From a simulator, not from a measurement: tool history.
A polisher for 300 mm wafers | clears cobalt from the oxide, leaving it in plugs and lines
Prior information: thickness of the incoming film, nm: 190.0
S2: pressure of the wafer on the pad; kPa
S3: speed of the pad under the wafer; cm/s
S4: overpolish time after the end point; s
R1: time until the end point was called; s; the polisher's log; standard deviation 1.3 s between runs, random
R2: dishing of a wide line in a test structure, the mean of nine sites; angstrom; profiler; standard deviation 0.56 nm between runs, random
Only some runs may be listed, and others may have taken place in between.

{"run": 1, "hour": 0.0, "flow of slurry (ml/min)": 205, "S2": 11.7, "S3": 82, "S4": 18, "R1": 43.533, "R2": 458.06}
{"run": 2, "hour": 5.8, "flow of slurry (ml/min)": 200, "S2": 9.7, "S3": 74, "S4": 18, "R1": 55.665, "R2": 386.34}
{"run": 3, "hour": 9.9, "flow of slurry (ml/min)": 200, "S2": 8.3, "S3": 66, "S4": 20, "R1": 71.426, "R2": 380.47}
{"run": 4, "hour": 18.9, "flow of slurry (ml/min)": 200, "S2": 10.3, "S3": 66, "S4": 20, "R1": 59.789, "R2": 407.64}
{"run": 5, "hour": 23.9, "flow of slurry (ml/min)": 200, "S2": 10.3, "S3": 66, "S4": 26, "R1": 59.058, "R2": 468.41}
{"run": 6, "hour": 27.0, "flow of slurry (ml/min)": 200, "S2": 11.7, "S3": 66, "S4": 26, "R1": 54.224, "R2": 492.18}
{"run": 7, "hour": 34.0, "flow of slurry (ml/min)": 200, "S2": 9.7, "S3": 62, "S4": 24, "R1": 66.326, "R2": 421.77}

The next listed run, before its measurement:
{"run": 8, "hour": 39.5, "flow of slurry (ml/min)": 200, "S2": 8.3, "S3": 60, "S4": 23, "R1": "?", "R2": "?"}

Run 8 came out at R1 75.941 s, R2 389.28 angstrom.

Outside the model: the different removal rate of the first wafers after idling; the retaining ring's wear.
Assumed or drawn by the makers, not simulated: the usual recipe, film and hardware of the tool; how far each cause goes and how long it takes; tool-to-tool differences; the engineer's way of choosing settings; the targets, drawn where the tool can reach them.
